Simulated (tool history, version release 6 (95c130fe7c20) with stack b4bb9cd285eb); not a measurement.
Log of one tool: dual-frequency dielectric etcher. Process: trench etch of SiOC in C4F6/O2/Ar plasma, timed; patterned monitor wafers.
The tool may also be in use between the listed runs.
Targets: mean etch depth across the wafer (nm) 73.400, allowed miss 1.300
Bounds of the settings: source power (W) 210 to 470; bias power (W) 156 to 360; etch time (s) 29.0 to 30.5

| run | hour | source power (W) | bias power (W) | etch time (s) | mean etch depth across the wafer (nm) |
|---|---|---|---|---|---|
| 1 | 0.0 | 340 | 258 | 29.0 | 64.182 |
| 2 | 2.5 | 370 | 262 | 29.0 | 67.089 |
| 3 | 10.4 | 390 | 264 | 29.0 | 68.126 |
| 4 | 12.3 | 340 | 264 | 29.0 | 65.096 |
| 5 | 16.8 | 370 | 268 | 29.0 | 67.262 |
| 6 | 25.2 | 370 | 284 | 29.0 | 68.922 |
| 7 | 33.8 | 380 | 286 | 29.0 | 69.685 |
| 8 | 35.4 | 390 | 288 | 29.0 | 71.259 |

4 next moves are on the table. One of them brings every result within its allowed miss. Which?
| A | 37.0 | 390 | 290 | 30.0 | ? |
| B | 37.0 | 400 | 315 | 30.0 | ? |
| C | 37.0 | 360 | 269 | 30.0 | ? |
| D | 37.0 | 420 | 286 | 30.5 | ? |

| move | mean etch depth across the wafer (nm) |
|---|---|
| A | 74.008 |
| B | 77.428 |
| C | 69.461 |
| D | 76.971 |
A: meets every target
B: takes the result that was furthest off past its target
C: further off than the last run
D: takes the result that was furthest off past its target
The right move is A.
